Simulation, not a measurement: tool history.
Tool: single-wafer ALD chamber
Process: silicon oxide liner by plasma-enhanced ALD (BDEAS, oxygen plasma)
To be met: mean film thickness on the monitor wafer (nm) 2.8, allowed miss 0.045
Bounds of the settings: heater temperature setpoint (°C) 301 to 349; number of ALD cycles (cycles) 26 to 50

run	hour	heater temperature setpoint (°C)	number of ALD cycles (cycles)	mean film thickness on the monitor wafer (nm)
1	0	325	38	3.4819
2	6.7	326	36	3.2958
3	9	327	35	3.2138
4	15.2	327	34	3.1555
5	16.2	322	34	3.1604
6	24.1	322	33	3.037
7	25.1	322	32	2.9728
8	33.1	322	31	2.8711

Which of these 5 next moves meets every target?
A	41.1	319	30	?
B	41.1	325	32	?
C	41.1	315	32	?
D	41.1	329	32	?
E	41.1	317	32	?

move	mean film thickness on the monitor wafer (nm)
A	2.7734
B	2.932
C	2.9759
D	2.9145
E	2.9671
A: meets every target
B: further off than the last run
C: further off than the last run
D: further off than the last run
E: further off than the last run
Answer: A
